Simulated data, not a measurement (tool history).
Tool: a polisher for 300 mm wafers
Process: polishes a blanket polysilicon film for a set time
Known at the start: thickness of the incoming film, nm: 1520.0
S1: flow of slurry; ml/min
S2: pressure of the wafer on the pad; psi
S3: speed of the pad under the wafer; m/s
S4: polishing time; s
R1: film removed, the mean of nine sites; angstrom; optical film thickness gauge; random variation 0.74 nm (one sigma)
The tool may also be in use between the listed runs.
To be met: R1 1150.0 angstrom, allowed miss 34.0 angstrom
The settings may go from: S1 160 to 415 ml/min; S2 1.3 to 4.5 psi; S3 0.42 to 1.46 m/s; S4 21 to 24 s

run	day	S1	S2	S3	S4	R1
1	0.000	265	2.9	0.94	24	2027.9
2	0.342	265	2.9	1.16	24	2430.4
3	0.404	265	2.6	1.12	24	2184.4
4	0.504	265	2.6	1.12	21	1918.2
5	0.712	265	2.6	1.12	24	2188.9
6	0.767	265	2.6	1.32	24	2543.5
7	1.054	265	2.3	1.24	24	2199.6
8	1.379	265	2.3	1.24	24	2195.9
9	1.554	260	1.5	0.98	24	1377.7
10	1.871	260	1.5	0.96	24	1361.3
11	2.067	260	1.5	0.94	24	1322.5
12	2.325	260	1.5	0.92	24	1296.7
13	2.421	260	1.5	0.90	24	1276.0
14	2.654	260	1.4	0.88	24	1206.9

5 next moves are on the table. One of them brings every result within its allowed miss. Which?
A	2.888	205	1.4	1.02	23	?
B	2.888	250	1.5	0.86	24	?
C	2.888	235	1.7	0.82	24	?
D	2.888	295	1.4	0.92	22	?
E	2.888	235	1.5	0.86	24	?

move	R1
A	1260.6
B	1210.5
C	1239.8
D	1152.2
E	1201.4
A: further off than the last run
B: further off than the last run
C: further off than the last run
D: meets every target
E: nearer than the last run, and not there yet
Answer: D

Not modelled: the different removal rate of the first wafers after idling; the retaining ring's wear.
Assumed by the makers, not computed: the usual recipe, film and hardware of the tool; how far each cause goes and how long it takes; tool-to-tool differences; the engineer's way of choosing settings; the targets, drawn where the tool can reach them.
